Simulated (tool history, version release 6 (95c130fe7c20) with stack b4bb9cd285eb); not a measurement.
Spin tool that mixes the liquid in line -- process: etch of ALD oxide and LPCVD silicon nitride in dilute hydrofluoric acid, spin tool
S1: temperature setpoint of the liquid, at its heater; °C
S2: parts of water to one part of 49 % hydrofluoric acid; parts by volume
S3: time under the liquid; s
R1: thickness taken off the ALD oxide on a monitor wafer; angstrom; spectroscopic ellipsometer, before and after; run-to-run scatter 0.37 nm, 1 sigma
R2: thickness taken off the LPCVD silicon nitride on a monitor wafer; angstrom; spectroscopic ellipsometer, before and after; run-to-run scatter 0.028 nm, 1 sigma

run	hour	S1	S2	S3	R1	R2
1	0.0	21.0	85	180	301.80	6.5254
2	1.0	21.5	80	180	328.06	7.1732
3	8.7	21.5	80	125	228.91	5.3489
4	12.1	21.5	70	125	262.77	6.0070
5	13.1	24.0	70	125	291.35	7.3523
6	20.4	23.5	60	125	337.28	8.0780
# hour 25.6: hydrofluoric acid flow meter replaced
7	25.6	23.0	55	125	412.98	9.5646

For run 8, what comes out?
8	34.1	23.0	55	125	?	?

R1: 410.70 angstrom
R2: 9.0662 angstrom

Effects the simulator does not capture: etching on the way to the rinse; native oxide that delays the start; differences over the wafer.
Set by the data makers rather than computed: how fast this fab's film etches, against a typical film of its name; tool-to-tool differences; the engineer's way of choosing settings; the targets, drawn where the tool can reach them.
